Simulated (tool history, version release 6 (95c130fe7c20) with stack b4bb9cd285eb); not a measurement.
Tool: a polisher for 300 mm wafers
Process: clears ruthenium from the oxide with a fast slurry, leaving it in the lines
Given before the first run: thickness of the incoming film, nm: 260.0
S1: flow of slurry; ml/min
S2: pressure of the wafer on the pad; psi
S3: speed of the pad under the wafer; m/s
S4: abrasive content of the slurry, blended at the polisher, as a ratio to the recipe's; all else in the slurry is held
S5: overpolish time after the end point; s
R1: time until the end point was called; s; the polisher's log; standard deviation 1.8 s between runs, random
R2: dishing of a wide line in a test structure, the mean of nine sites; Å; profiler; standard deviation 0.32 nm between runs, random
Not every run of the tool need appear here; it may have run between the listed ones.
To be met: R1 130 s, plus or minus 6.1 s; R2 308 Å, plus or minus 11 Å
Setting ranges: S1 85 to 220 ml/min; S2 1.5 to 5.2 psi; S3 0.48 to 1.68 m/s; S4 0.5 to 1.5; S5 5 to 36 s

run  hour   S1   S2    S3  S4  S5      R1      R2
  1     0  140  3.3  1.08   1  18  63.636  419.45
  2   7.5  125  3.3  1.08   1  18   66.23   425.9
  3  13.4  125  3.1  1.06   1  18  72.226  400.71
  4  21.7  125  3.1  1.22   1  18   65.78  432.89
  5  22.9  155  3.1  1.22   1  18  63.409  438.24
  6  24.3  180  3.1  1.22   1  18  59.527  443.09
  7  29.2  175  2.9   1.2   1  18  66.134  426.86
  8  37.8  175  2.7  1.18   1  18   73.41  405.82
  9    44  175  2.6  1.16   1  18   76.77  396.02
 10  51.8  150  1.6  0.96   1  19  144.22   267.3

Below are 4 possible settings for the next run. Only one of them brings all results inside the allowed miss of their targets. Which is it?
  A  59.6  160  2.2  0.84  1.05  18   ?   ?
  B  59.6   90  2.1  1.02  1.05  16   ?   ?
  C  59.6  180  1.7  0.92   1.1  21   ?   ?
  D  59.6  145  1.7  1.28   0.8  22   ?   ?

move      R1      R2
   A  115.42  299.77
   B  113.69  278.32
   C  133.76   301.2
   D  119.59  335.88
A: corrects the largest miss of the last run, while another result sits out of spec
B: closer than the last run, but not yet in spec
C: all results in spec
D: pushes the last run's worst result past its target
The move that meets every target is C.
